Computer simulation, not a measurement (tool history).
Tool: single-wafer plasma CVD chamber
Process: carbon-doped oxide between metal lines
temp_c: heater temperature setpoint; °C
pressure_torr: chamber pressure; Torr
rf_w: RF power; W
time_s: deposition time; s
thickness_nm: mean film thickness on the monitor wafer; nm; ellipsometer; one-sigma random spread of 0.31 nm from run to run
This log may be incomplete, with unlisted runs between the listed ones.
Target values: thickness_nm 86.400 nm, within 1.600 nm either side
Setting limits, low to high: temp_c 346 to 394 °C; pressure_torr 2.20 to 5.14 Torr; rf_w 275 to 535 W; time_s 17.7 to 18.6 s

{"run": 1, "day": 0.0, "temp_c": 370, "pressure_torr": 3.67, "rf_w": 405, "time_s": 18.6, "thickness_nm": 77.831}
{"run": 2, "day": 0.292, "temp_c": 378, "pressure_torr": 3.67, "rf_w": 405, "time_s": 18.6, "thickness_nm": 76.267}
{"run": 3, "day": 0.496, "temp_c": 377, "pressure_torr": 3.77, "rf_w": 410, "time_s": 18.6, "thickness_nm": 78.009}
{"run": 4, "day": 0.612, "temp_c": 376, "pressure_torr": 3.88, "rf_w": 410, "time_s": 18.6, "thickness_nm": 78.541}
{"run": 5, "day": 0.908, "temp_c": 375, "pressure_torr": 3.98, "rf_w": 410, "time_s": 18.6, "thickness_nm": 79.442}
{"run": 6, "day": 1.058, "temp_c": 375, "pressure_torr": 4.6, "rf_w": 410, "time_s": 18.6, "thickness_nm": 80.521}
{"run": 7, "day": 1.129, "temp_c": 374, "pressure_torr": 4.66, "rf_w": 410, "time_s": 18.6, "thickness_nm": 80.961}
{"run": 8, "day": 1.233, "temp_c": 373, "pressure_torr": 4.71, "rf_w": 410, "time_s": 18.6, "thickness_nm": 80.757}
{"run": 9, "day": 1.317, "temp_c": 373, "pressure_torr": 4.75, "rf_w": 415, "time_s": 18.6, "thickness_nm": 82.182}
{"run": 10, "day": 1.45, "temp_c": 373, "pressure_torr": 4.75, "rf_w": 415, "time_s": 18.6, "thickness_nm": 81.899}
{"run": 11, "day": 1.729, "temp_c": 373, "pressure_torr": 4.79, "rf_w": 415, "time_s": 18.6, "thickness_nm": 82.306}
{"run": 12, "day": 2.062, "temp_c": 372, "pressure_torr": 4.83, "rf_w": 415, "time_s": 18.6, "thickness_nm": 82.186}
{"run": 13, "day": 2.392, "temp_c": 372, "pressure_torr": 4.86, "rf_w": 415, "time_s": 18.6, "thickness_nm": 82.814}
{"run": 14, "day": 2.612, "temp_c": 371, "pressure_torr": 4.89, "rf_w": 415, "time_s": 18.6, "thickness_nm": 82.943}

5 candidate next runs follow, results not yet known. Just one meets every target within its allowed miss. Identify it.
{"run": "A", "day": 2.833, "temp_c": 374, "pressure_torr": 4.8, "rf_w": 415, "time_s": 18.5, "thickness_nm": "?"}
{"run": "B", "day": 2.833, "temp_c": 368, "pressure_torr": 5.14, "rf_w": 400, "time_s": 17.7, "thickness_nm": "?"}
{"run": "C", "day": 2.833, "temp_c": 369, "pressure_torr": 4.96, "rf_w": 435, "time_s": 18.4, "thickness_nm": "?"}
{"run": "D", "day": 2.833, "temp_c": 369, "pressure_torr": 4.81, "rf_w": 420, "time_s": 17.9, "thickness_nm": "?"}
{"run": "E", "day": 2.833, "temp_c": 370, "pressure_torr": 5.12, "rf_w": 420, "time_s": 18.2, "thickness_nm": "?"}

move=A thickness_nm=81.058
move=B thickness_nm=76.724
move=C thickness_nm=85.771
move=D thickness_nm=80.422
move=E thickness_nm=82.165
A: moves away from the targets compared with the last run
B: moves away from the targets compared with the last run
C: all results in spec
D: moves away from the targets compared with the last run
E: moves away from the targets compared with the last run
The move that meets every target is C.

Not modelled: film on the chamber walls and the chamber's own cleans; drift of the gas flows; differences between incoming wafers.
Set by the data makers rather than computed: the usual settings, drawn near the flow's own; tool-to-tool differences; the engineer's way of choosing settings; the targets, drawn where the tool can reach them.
